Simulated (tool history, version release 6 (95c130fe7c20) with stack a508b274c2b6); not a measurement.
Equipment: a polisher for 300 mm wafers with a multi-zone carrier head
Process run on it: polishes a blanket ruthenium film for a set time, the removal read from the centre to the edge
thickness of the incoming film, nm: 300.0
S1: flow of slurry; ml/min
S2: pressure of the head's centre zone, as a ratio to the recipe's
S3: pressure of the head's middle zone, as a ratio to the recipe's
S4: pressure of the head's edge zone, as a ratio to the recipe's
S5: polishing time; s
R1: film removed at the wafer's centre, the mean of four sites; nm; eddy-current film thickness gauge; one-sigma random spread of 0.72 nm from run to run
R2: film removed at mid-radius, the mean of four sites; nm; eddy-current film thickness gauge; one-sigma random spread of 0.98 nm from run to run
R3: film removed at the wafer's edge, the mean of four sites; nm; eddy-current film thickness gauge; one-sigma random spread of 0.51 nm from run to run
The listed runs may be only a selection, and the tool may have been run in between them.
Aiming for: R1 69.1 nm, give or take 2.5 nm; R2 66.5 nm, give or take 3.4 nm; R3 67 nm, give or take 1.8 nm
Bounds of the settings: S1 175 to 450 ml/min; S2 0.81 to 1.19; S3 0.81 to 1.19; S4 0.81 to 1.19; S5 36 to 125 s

run	hour	S1	S2	S3	S4	S5	R1	R2	R3
1	0	290	1	1	1	80	103.69	102.89	103.58
2	1.4	290	1	1	1	98	125.45	125.6	129.04
3	5.9	225	1	1	1	98	119.53	123.05	123.89
4	6.9	220	0.99	0.97	0.97	86	106.31	104.71	107.36
5	13.9	215	0.98	0.96	0.96	76	91.198	90.892	94.526
6	19.9	215	0.98	1.02	0.96	76	90.081	97.563	93.397
7	28.2	220	1	0.93	0.86	54	66.255	64.145	63.509
8	30.7	225	1	0.93	0.87	54	65.847	65.996	64.371

Which single option among these 5 for the next run brings every result within its allowed miss of target? Just one does.
A	33.2	260	1.06	0.99	0.81	52	?	?	?
B	33.2	280	0.89	1.09	0.82	51	?	?	?
C	33.2	210	1	0.93	0.87	57	?	?	?
D	33.2	185	1.11	1.01	0.81	54	?	?	?
E	33.2	300	0.86	0.89	1.01	55	?	?	?

move	R1	R2	R3
A	69.442	68.449	60.46
B	57.713	73.565	59.939
C	69.34	69.07	66.912
D	71.2	68.544	60.344
E	60.549	67.388	71.772
A: further off than the last run
B: further off than the last run
C: all results in spec
D: further off than the last run
E: pushes the last run's worst result past its target
So the answer is move C, the one that meets all the targets.
